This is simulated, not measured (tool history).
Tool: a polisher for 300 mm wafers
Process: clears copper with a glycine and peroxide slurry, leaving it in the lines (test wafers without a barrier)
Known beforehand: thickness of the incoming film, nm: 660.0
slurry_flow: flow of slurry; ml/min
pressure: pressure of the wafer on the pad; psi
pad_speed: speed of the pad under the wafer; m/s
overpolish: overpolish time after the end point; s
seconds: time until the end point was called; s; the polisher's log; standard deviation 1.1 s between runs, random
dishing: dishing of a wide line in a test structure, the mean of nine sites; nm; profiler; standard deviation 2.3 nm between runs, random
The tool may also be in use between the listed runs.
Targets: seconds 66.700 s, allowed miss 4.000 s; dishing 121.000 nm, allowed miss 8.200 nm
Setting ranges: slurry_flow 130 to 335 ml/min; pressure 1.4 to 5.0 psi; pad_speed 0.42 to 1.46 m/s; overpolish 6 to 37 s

run,hour,slurry_flow,pressure,pad_speed,overpolish,seconds,dishing
1,0.0,215,3.2,0.94,19,104.320,69.951
2,5.7,215,3.2,0.94,23,104.300,83.613
3,11.9,240,3.2,0.94,23,101.210,79.014
4,13.7,240,2.6,0.94,23,117.850,70.994
# hour 14.3: head pressure recalibrated
5,14.3,240,2.6,0.94,16,112.630,55.739
6,17.8,240,2.8,0.96,17,102.960,64.074
7,21.1,245,3.0,0.96,18,94.099,70.411
8,27.7,250,3.1,0.96,19,91.207,77.589
9,31.6,260,3.1,0.96,20,93.885,77.809
10,37.0,265,3.2,0.96,20,91.720,80.272
11,43.2,270,3.3,0.96,20,84.828,81.421
12,44.4,275,3.4,0.96,21,86.098,86.197
13,46.0,280,3.5,0.96,21,83.515,87.592
14,47.6,280,3.6,0.96,21,81.262,91.794
15,52.3,285,3.7,0.96,21,81.327,90.635

Pick the move, out of 5, that brings all results within their allowed miss; only one does.
A,57.0,240,3.7,1.22,25,?,?
B,57.0,330,5.0,0.88,31,?,?
C,57.0,305,4.2,1.16,23,?,?
D,57.0,255,4.4,1.26,28,?,?
E,57.0,305,3.8,1.14,31,?,?

move,seconds,dishing
A,66.359,116.930
B,66.598,139.360
C,60.848,118.700
D,55.289,142.850
E,67.201,133.650
A: all results land within tolerance of their targets
B: pushes the last run's worst result past its target
C: the furthest-off result lands on target, but another misses its tolerance
D: pushes the last run's worst result past its target
E: pushes the last run's worst result past its target
A is the move that brings every result within its allowed miss.
